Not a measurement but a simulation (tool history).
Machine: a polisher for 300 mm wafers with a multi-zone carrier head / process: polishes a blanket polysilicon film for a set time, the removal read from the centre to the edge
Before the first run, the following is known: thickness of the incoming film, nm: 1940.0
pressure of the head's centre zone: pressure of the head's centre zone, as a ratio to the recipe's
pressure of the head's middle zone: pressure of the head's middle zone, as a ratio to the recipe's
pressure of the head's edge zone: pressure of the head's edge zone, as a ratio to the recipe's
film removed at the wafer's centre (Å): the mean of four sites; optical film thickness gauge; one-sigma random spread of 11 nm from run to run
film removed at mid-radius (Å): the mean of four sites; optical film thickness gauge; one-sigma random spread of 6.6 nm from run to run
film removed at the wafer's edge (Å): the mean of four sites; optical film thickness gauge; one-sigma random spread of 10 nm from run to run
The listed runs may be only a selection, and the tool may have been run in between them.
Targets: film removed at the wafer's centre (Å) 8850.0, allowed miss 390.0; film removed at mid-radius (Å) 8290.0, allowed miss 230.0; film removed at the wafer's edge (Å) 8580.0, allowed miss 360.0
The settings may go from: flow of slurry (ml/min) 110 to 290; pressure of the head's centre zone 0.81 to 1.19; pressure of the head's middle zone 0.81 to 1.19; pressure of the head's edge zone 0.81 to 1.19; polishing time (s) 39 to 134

run	hour	flow of slurry (ml/min)	pressure of the head's centre zone	pressure of the head's middle zone	pressure of the head's edge zone	polishing time (s)	film removed at the wafer's centre (Å)	film removed at mid-radius (Å)	film removed at the wafer's edge (Å)
1	0.0	185	1.00	1.00	1.00	86	5887.6	5616.0	5781.5
2	3.3	190	1.01	1.01	1.03	91	6081.7	6039.8	6194.0
3	5.5	205	1.01	1.01	1.03	91	6132.6	6167.5	6285.5
4	6.2	205	1.01	1.05	1.03	91	6156.8	6354.9	6261.3
5	13.8	205	1.03	1.04	1.04	96	6674.3	6488.0	6657.3
6	19.5	210	1.04	1.06	1.05	100	7106.8	7007.4	7141.6
7	26.0	215	1.06	1.08	1.07	102	7303.0	7207.3	7318.4
8	30.4	220	1.08	1.09	1.08	104	7418.6	7494.6	7341.3

Which of these 5 next moves meets every target?
A	34.8	220	1.09	1.05	1.12	119	?	?	?
B	34.8	235	1.19	0.97	1.03	121	?	?	?
C	34.8	245	0.85	1.19	1.14	109	?	?	?
D	34.8	140	0.81	0.90	1.19	124	?	?	?
E	34.8	170	1.17	0.81	1.06	126	?	?	?

move	film removed at the wafer's centre (Å)	film removed at mid-radius (Å)	film removed at the wafer's edge (Å)
A	8836.2	8239.9	8530.3
B	9801.2	7902.3	8420.2
C	6634.9	8532.0	7945.8
D	6483.8	6952.1	8625.7
E	9488.2	6739.0	8572.0
A: every result within its allowed miss
B: pushes the last run's worst result past its target
C: lands further from the targets than the last run did
D: lands further from the targets than the last run did
E: pushes the last run's worst result past its target
The move that meets every target is A.
